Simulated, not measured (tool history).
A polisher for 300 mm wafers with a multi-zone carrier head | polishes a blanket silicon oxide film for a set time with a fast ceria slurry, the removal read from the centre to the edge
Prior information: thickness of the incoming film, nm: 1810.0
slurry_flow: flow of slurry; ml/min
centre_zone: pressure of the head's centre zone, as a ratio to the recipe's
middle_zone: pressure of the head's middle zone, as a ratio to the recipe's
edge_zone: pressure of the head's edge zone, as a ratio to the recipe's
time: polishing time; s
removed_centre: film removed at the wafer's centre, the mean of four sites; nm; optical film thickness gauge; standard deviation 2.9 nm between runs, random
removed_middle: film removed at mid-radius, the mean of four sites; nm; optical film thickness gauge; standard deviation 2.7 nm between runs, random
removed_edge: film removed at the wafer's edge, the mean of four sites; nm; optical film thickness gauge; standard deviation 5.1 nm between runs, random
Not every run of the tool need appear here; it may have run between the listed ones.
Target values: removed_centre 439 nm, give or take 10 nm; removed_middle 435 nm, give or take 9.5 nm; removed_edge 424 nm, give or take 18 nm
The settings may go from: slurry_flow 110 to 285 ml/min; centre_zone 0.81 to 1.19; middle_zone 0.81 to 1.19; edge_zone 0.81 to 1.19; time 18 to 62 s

run 1 hour=0 | slurry_flow=180 centre_zone=1 middle_zone=1 edge_zone=1 time=40 | removed_centre=582.74 removed_middle=588.14 removed_edge=585.29
run 2 hour=7.6 | slurry_flow=180 centre_zone=1 middle_zone=1 edge_zone=1.07 time=40 | removed_centre=575.65 removed_middle=578.62 removed_edge=597.95
run 3 hour=16.5 | slurry_flow=180 centre_zone=1 middle_zone=0.99 edge_zone=1.04 time=39 | removed_centre=566.59 removed_middle=572.72 removed_edge=573.22
run 4 hour=19.4 | slurry_flow=180 centre_zone=0.96 middle_zone=0.99 edge_zone=1.04 time=39 | removed_centre=545.26 removed_middle=563.28 removed_edge=575.8
run 5 hour=26.9 | slurry_flow=180 centre_zone=0.96 middle_zone=0.98 edge_zone=1.01 time=38 | removed_centre=524.54 removed_middle=539.37 removed_edge=561.22
run 6 hour=33.6 | slurry_flow=215 centre_zone=0.96 middle_zone=0.98 edge_zone=1.01 time=38 | removed_centre=553.25 removed_middle=558.37 removed_edge=554.25
run 7 hour=36.4 | slurry_flow=215 centre_zone=0.96 middle_zone=0.98 edge_zone=1.01 time=38 | removed_centre=551.74 removed_middle=554.78 removed_edge=565.95
run 8 hour=39.1 | slurry_flow=215 centre_zone=0.96 middle_zone=0.98 edge_zone=0.99 time=37 | removed_centre=529.17 removed_middle=542.65 removed_edge=553.22
run 9 hour=40.7 | slurry_flow=175 centre_zone=1.06 middle_zone=0.96 edge_zone=0.89 time=28 | removed_centre=428.9 removed_middle=392.96 removed_edge=379.43
run 10 hour=46.1 | slurry_flow=180 centre_zone=1.05 middle_zone=0.97 edge_zone=0.9 time=28 | removed_centre=432.21 removed_middle=400.29 removed_edge=389.71
run 11 hour=54.1 | slurry_flow=185 centre_zone=1.04 middle_zone=0.98 edge_zone=0.91 time=28 | removed_centre=427.27 removed_middle=403.27 removed_edge=392.1
run 12 hour=55.4 | slurry_flow=190 centre_zone=1.04 middle_zone=0.99 edge_zone=0.92 time=28 | removed_centre=428.2 removed_middle=409.18 removed_edge=403.33
run 13 hour=59.9 | slurry_flow=190 centre_zone=1.04 middle_zone=0.99 edge_zone=0.92 time=28 | removed_centre=427.46 removed_middle=410.77 removed_edge=393.26
run 14 hour=61.9 | slurry_flow=195 centre_zone=1.04 middle_zone=0.99 edge_zone=0.93 time=28 | removed_centre=432.46 removed_middle=411.15 removed_edge=399.72
run 15 hour=66.9 | slurry_flow=195 centre_zone=1.04 middle_zone=0.99 edge_zone=0.93 time=28 | removed_centre=427.94 removed_middle=410.28 removed_edge=395.04

4 next moves are on the table. One of them brings every result within its allowed miss. Which?
run A hour=71.9 | slurry_flow=140 centre_zone=0.98 middle_zone=0.89 edge_zone=0.99 time=30 | removed_centre=? removed_middle=? removed_edge=?
run B hour=71.9 | slurry_flow=165 centre_zone=0.96 middle_zone=0.93 edge_zone=0.85 time=32 | removed_centre=? removed_middle=? removed_edge=?
run C hour=71.9 | slurry_flow=200 centre_zone=1.07 middle_zone=1.11 edge_zone=0.83 time=26 | removed_centre=? removed_middle=? removed_edge=?
run D hour=71.9 | slurry_flow=125 centre_zone=1.03 middle_zone=0.9 edge_zone=0.99 time=31 | removed_centre=? removed_middle=? removed_edge=?

move=A removed_centre=399.88 removed_middle=377.09 removed_edge=427.97
move=B removed_centre=434.87 removed_middle=432.26 removed_edge=436
move=C removed_centre=409.74 removed_middle=421.56 removed_edge=358.35
move=D removed_centre=420.51 removed_middle=382.08 removed_edge=433.35
A: further off than the last run
B: hits every target within its allowed miss
C: further off than the last run
D: further off than the last run
B is the move that brings every result within its allowed miss.
